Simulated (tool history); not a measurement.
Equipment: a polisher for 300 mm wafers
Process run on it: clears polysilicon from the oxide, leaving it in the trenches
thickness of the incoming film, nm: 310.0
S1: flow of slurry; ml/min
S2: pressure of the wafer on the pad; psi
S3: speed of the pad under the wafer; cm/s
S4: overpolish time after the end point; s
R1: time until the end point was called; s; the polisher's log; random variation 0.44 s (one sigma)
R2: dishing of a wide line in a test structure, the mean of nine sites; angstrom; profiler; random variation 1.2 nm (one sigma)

| run | hour | S1 | S2 | S3 | S4 | R1 | R2 |
|---|---|---|---|---|---|---|---|
| 1 | 0.0 | 205 | 2.1 | 126 | 19 | 28.009 | 820.54 |
| 2 | 5.9 | 205 | 1.8 | 126 | 19 | 32.387 | 811.13 |
| 3 | 14.9 | 205 | 1.8 | 138 | 19 | 29.710 | 792.77 |
| 4 | 22.2 | 205 | 1.8 | 138 | 16 | 29.662 | 790.16 |
| 5 | 22.8 | 205 | 1.6 | 138 | 16 | 32.671 | 750.38 |
| 6 | 28.8 | 205 | 1.6 | 138 | 13 | 33.540 | 691.40 |
| 7 | 35.7 | 205 | 1.5 | 138 | 16 | 36.226 | 720.80 |
| 8 | 39.6 | 205 | 1.5 | 138 | 18 | 34.851 | 773.14 |
| 9 | 43.2 | 205 | 1.5 | 138 | 19 | 35.207 | 804.01 |

Run 10, settings as shown, results not yet in. Your forecast:
| 10 | 48.1 | 205 | 1.5 | 138 | 20 | ? | ? |

R1: 35.918 s
R2: 790.97 angstrom
